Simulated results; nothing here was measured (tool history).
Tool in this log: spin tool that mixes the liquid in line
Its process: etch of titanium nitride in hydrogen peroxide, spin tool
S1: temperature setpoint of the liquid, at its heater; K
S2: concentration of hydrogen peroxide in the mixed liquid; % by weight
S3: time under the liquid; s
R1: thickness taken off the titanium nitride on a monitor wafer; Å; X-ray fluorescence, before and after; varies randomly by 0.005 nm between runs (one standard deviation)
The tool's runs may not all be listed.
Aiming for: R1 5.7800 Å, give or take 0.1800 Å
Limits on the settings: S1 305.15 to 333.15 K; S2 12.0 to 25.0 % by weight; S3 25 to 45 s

run    day      S1    S2  S3      R1
  1  0.000  317.15  17.0  45  8.0462
  2  0.129  317.15  15.5  45  8.0402
  3  0.417  315.65  15.5  45  7.1993
  4  0.504  315.65  15.5  45  7.1113
  5  0.683  314.65  15.5  45  6.6310
  6  0.808  307.65  15.5  45  3.8036
  7  0.829  309.15  15.5  45  4.3113
  8  0.983  310.15  15.5  45  4.7184
  9  1.012  311.15  15.5  45  5.0883
 10  1.154  311.65  15.5  45  5.2518
 11  1.346  312.15  15.5  45  5.4168

Which single option among these 4 for the next run brings every result within its allowed miss of target? Just one does.
  A  1.538  312.15  14.0  45   ?
  B  1.538  311.15  19.0  45   ?
  C  1.538  313.65  12.0  45   ?
  D  1.538  319.65  13.0  25   ?

move      R1
   A  5.2876
   B  5.2190
   C  5.7472
   D  5.0989
A: further off than the last run
B: further off than the last run
C: in spec on every target
D: further off than the last run
Move C is the one to make.
